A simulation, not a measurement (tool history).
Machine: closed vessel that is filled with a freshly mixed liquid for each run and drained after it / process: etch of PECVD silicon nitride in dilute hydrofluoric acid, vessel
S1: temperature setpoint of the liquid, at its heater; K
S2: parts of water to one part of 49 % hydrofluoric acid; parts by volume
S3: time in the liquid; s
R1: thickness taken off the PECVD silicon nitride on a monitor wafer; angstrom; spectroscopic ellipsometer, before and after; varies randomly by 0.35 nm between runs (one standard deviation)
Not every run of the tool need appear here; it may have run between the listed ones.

{"run": 1, "hour": 0.0, "S1": 297.15, "S2": 115, "S3": 2880, "R1": 533.87}
{"run": 2, "hour": 3.3, "S1": 296.65, "S2": 115, "S3": 2880, "R1": 510.17}
{"run": 3, "hour": 10.8, "S1": 296.65, "S2": 115, "S3": 2880, "R1": 511.46}
{"run": 4, "hour": 14.2, "S1": 296.65, "S2": 80, "S3": 2880, "R1": 719.23}
{"run": 5, "hour": 22.7, "S1": 295.65, "S2": 80, "S3": 2880, "R1": 680.2}
{"run": 6, "hour": 27.9, "S1": 299.15, "S2": 80, "S3": 2880, "R1": 852.12}
{"run": 7, "hour": 34.2, "S1": 295.15, "S2": 80, "S3": 2880, "R1": 654.61}
{"run": 8, "hour": 34.8, "S1": 294.15, "S2": 80, "S3": 2880, "R1": 611.25}
{"run": 9, "hour": 41.9, "S1": 293.65, "S2": 80, "S3": 2880, "R1": 603.21}
{"run": 10, "hour": 45.0, "S1": 293.15, "S2": 80, "S3": 2880, "R1": 574.72}
{"run": 11, "hour": 49.1, "S1": 292.65, "S2": 80, "S3": 2880, "R1": 552.35}

Estimate the outcome of run 12 from the log above:
{"run": 12, "hour": 54.9, "S1": 292.65, "S2": 80, "S3": 2880, "R1": "?"}

{"run 12": {"R1": 555.43}}
